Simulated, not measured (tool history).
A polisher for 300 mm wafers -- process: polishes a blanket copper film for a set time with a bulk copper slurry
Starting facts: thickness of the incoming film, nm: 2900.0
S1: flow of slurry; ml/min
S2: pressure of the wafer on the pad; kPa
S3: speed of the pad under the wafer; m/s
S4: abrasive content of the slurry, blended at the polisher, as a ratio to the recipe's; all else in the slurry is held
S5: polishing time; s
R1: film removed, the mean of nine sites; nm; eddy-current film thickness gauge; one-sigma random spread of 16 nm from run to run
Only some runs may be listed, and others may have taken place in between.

run 1 hour=0.0 | S1=240 S2=22.8 S3=1.34 S4=1.0 S5=93 | R1=976.66
run 2 hour=2.4 | S1=240 S2=26.2 S3=1.34 S4=1.0 S5=93 | R1=1108.40
run 3 hour=4.5 | S1=240 S2=26.2 S3=1.02 S4=1.0 S5=93 | R1=892.98
run 4 hour=13.3 | S1=240 S2=26.2 S3=1.02 S4=0.8 S5=93 | R1=841.07
run 5 hour=17.3 | S1=240 S2=26.2 S3=1.18 S4=0.8 S5=93 | R1=942.50
run 6 hour=24.1 | S1=240 S2=27.6 S3=1.26 S4=0.8 S5=93 | R1=1051.10
run 7 hour=32.0 | S1=240 S2=29.0 S3=1.32 S4=0.8 S5=93 | R1=1124.80

What will run 8 give?
run 8 hour=36.9 | S1=240 S2=29.0 S3=1.32 S4=0.8 S5=93 | R1=?

R1: 1113.50 nm
